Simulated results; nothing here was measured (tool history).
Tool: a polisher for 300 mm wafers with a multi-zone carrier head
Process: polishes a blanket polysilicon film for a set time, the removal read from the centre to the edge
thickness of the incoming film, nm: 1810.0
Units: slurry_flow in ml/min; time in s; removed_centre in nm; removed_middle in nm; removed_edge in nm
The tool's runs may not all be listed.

run  hour  slurry_flow  centre_zone  middle_zone  edge_zone  time  removed_centre  removed_middle  removed_edge
  1   0.0          210         1.00         1.00       1.00    66          272.24          283.95        275.74
  2   2.3          225         1.04         1.03       1.03    69          302.76          303.11        292.15
  3   5.6          225         0.98         1.03       1.03    69          285.23          297.93        290.35
  4  14.2          225         0.98         0.99       1.03    69          279.44          294.16        293.14
  5  16.1          225         0.98         0.99       1.03    76          307.38          316.37        326.11
  6  19.0          195         0.98         0.99       1.03    76          314.80          316.51        320.85
  7  26.2          200         1.00         1.03       1.05    78          316.34          334.87        327.06
  8  29.8          215         1.04         1.04       1.05    80          346.83          349.93        340.93
  9  37.5          225         1.07         1.06       1.06    81          360.16          357.57        345.81
 10  42.5          230         1.09         1.08       1.06    82          374.22          367.51        350.96
 11  50.7          235         1.11         1.10       1.06    83          395.88          378.90        358.47

The next listed run, before its measurement:
 12  52.1          245         1.12         1.12       1.06    84               ?               ?             ?

removed_centre: 396.54 nm
removed_middle: 387.52 nm
removed_edge: 361.46 nm

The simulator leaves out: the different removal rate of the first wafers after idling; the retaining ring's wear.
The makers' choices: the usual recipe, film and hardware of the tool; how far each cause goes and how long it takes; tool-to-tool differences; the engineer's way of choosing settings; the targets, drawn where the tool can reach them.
